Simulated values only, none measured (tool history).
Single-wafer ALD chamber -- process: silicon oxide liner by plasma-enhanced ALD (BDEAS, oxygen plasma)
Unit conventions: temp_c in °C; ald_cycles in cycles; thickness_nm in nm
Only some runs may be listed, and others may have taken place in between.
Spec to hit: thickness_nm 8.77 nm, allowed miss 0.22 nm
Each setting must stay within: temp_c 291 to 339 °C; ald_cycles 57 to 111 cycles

run  hour  temp_c  ald_cycles  thickness_nm
  1     0     315          84        7.7599
  2   4.9     315          87        8.0807
  3   8.2     315          75        6.9294
  4   9.2     314          81        7.4545
  5  12.2     314          70        6.4866
  6  20.1     313          77        7.1379
  7    26     311          90         8.306
  8  29.4     311          91        8.4163
  9  35.7     311          92        8.4972

5 candidate next runs follow, results not yet known. Just one meets every target within its allowed miss. Identify it.
  A    42     305          86             ?
  B    42     307          87             ?
  C    42     312          95             ?
  D    42     313          90             ?
  E    42     308          88             ?

move  thickness_nm
   A        8.0467
   B        8.1142
   C        8.7892
   D        8.3131
   E        8.1943
A: lands further from the targets than the last run did
B: lands further from the targets than the last run did
C: meets every target
D: lands further from the targets than the last run did
E: lands further from the targets than the last run did
C is the move that brings every result within its allowed miss.
